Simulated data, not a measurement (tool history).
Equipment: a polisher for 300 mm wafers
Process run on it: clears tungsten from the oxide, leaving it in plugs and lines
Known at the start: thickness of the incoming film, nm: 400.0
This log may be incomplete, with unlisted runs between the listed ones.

run	hour	flow of slurry (ml/min)	pressure of the wafer on the pad (kPa)	speed of the pad under the wafer (cm/s)	abrasive content of the slurry	overpolish time after the end point (s)	time until the end point was called (s)
1	0.0	290	25.5	86	1.00	5	92.497
2	6.5	240	25.5	86	1.00	5	92.385
3	11.3	240	23.4	82	1.00	5	108.590
4	20.3	240	17.9	82	1.00	5	132.480
5	27.2	240	17.9	82	1.00	5	132.800
6	35.7	240	17.9	82	1.00	5	134.240
7	38.0	240	16.5	80	1.00	5	146.280
8	45.5	235	11.7	66	0.95	5	242.550
9	48.5	235	12.4	66	0.95	5	233.280

What will run 10 give?
10	52.2	235	13.1	66	0.95	5	?

{"run 10": {"time until the end point was called (s)": 222.31}}

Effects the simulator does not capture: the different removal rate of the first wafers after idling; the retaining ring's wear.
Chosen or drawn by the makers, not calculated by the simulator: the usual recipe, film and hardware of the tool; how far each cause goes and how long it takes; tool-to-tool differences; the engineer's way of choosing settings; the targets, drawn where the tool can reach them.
